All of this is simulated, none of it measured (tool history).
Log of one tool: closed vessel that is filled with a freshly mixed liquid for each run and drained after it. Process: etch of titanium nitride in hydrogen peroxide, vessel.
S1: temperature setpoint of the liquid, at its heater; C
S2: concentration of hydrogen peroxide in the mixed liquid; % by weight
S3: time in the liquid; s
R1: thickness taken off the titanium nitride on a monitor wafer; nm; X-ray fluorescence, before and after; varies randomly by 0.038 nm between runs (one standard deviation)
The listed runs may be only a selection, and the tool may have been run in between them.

{"run": 1, "hour": 0.0, "S1": 43.0, "S2": 22.0, "S3": 620, "R1": 10.405}
{"run": 2, "hour": 3.5, "S1": 43.0, "S2": 22.0, "S3": 620, "R1": 10.317}
{"run": 3, "hour": 8.5, "S1": 43.0, "S2": 19.5, "S3": 620, "R1": 10.035}
{"run": 4, "hour": 11.7, "S1": 40.0, "S2": 19.5, "S3": 620, "R1": 8.0429}
{"run": 5, "hour": 20.1, "S1": 37.0, "S2": 19.5, "S3": 620, "R1": 6.3738}
{"run": 6, "hour": 25.6, "S1": 37.0, "S2": 19.5, "S3": 415, "R1": 4.1866}
{"run": 7, "hour": 28.5, "S1": 37.5, "S2": 19.5, "S3": 415, "R1": 4.3936}

The next listed run, before its measurement:
{"run": 8, "hour": 36.1, "S1": 41.0, "S2": 19.5, "S3": 415, "R1": "?"}

R1: 5.7823 nm
